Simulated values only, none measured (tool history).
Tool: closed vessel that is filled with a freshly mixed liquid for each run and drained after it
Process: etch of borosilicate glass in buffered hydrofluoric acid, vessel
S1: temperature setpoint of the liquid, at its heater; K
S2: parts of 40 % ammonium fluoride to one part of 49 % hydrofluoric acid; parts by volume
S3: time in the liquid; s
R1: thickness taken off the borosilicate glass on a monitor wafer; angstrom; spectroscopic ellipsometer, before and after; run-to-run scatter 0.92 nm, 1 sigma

run	day	S1	S2	S3	R1
1	0.000	293.15	15.0	100	654.72
2	0.067	294.15	14.5	100	716.51
3	0.350	295.15	14.0	100	794.39
4	0.583	295.65	14.0	100	802.26
5	0.850	295.65	11.5	100	990.43
6	1.100	295.65	11.5	105	1020.60
7	1.375	296.15	11.5	105	1056.40

Run 8 has not been measured yet. What should we expect?
8	1.467	296.65	11.5	105	?

R1: 1080.60 angstrom

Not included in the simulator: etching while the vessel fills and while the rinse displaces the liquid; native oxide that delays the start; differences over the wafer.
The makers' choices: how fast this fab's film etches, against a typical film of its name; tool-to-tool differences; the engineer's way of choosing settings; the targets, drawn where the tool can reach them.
